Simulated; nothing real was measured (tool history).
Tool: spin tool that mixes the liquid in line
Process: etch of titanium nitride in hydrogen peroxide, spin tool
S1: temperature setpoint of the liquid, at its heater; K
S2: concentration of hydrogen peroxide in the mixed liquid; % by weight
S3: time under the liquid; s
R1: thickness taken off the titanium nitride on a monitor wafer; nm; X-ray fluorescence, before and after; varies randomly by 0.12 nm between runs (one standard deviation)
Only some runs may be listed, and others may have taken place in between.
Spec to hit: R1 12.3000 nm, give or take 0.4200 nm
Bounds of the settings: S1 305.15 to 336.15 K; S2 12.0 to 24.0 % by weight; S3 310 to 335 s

Run 1, hour 0.0: S1 320.15 K, S2 16.0 % by weight, S3 310 s. Result: R1 7.2721 nm.
Run 2, hour 5.8: S1 322.15 K, S2 16.0 % by weight, S3 310 s. Result: R1 8.4871 nm.
Run 3, hour 6.8: S1 322.15 K, S2 13.5 % by weight, S3 310 s. Result: R1 8.3132 nm.
Run 4, hour 13.2: S1 322.15 K, S2 13.5 % by weight, S3 335 s. Result: R1 8.8590 nm.
Run 5, hour 16.1: S1 322.15 K, S2 16.5 % by weight, S3 335 s. Result: R1 9.2138 nm.
Run 6, hour 24.0: S1 322.15 K, S2 15.0 % by weight, S3 335 s. Result: R1 9.0911 nm.
Run 7, hour 30.6: S1 323.65 K, S2 15.0 % by weight, S3 335 s. Result: R1 10.0190 nm.
Run 8, hour 31.8: S1 324.65 K, S2 15.0 % by weight, S3 335 s. Result: R1 10.7960 nm.

Exactly one of the 5 candidate moves below puts every result within its allowed miss. Which one?
Run A, hour 33.0: S1 324.15 K, S2 14.0 % by weight, S3 330 s. Result: R1 ?.
Run B, hour 33.0: S1 323.65 K, S2 16.5 % by weight, S3 310 s. Result: R1 ?.
Run C, hour 33.0: S1 323.15 K, S2 15.5 % by weight, S3 310 s. Result: R1 ?.
Run D, hour 33.0: S1 322.65 K, S2 13.5 % by weight, S3 335 s. Result: R1 ?.
Run E, hour 33.0: S1 327.15 K, S2 14.0 % by weight, S3 320 s. Result: R1 ?.

move       R1
   A  10.1300
   B   9.5034
   C   9.0466
   D   9.1590
   E  12.1600
A: its largest miss is bigger than the last run's
B: its largest miss is bigger than the last run's
C: its largest miss is bigger than the last run's
D: its largest miss is bigger than the last run's
E: meets every target
Correct choice: E, which meets every target
